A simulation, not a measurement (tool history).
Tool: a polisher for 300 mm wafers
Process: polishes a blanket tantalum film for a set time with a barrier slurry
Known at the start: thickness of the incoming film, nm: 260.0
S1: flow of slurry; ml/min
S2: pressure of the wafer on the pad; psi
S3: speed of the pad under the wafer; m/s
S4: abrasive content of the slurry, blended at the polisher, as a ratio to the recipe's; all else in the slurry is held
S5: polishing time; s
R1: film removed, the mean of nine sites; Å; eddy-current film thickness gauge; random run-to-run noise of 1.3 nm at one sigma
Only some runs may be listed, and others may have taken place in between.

run	hour	S1	S2	S3	S4	S5	R1
1	0	290	1.7	1.08	1	75	1074
2	3.9	355	1.7	1.08	1	75	1108.2
3	8.8	355	1.7	1.08	1	79	1195.1
4	15.4	355	1.6	1.08	1	79	1116.7
5	17.6	355	1.6	1.08	1.1	79	1169.2
6	22.7	355	1.6	1.32	1.1	79	1427.6
7	31.4	355	1.5	1.32	1.1	79	1310.3
8	40.1	355	1.4	1.32	1.1	79	1286.4
9	48.6	355	1.4	1.32	1.1	79	1280

Run 10 comes next. What will it give?
10	49.2	355	1.3	1.3	1.1	79	?

{"run 10": {"R1": 1199}}

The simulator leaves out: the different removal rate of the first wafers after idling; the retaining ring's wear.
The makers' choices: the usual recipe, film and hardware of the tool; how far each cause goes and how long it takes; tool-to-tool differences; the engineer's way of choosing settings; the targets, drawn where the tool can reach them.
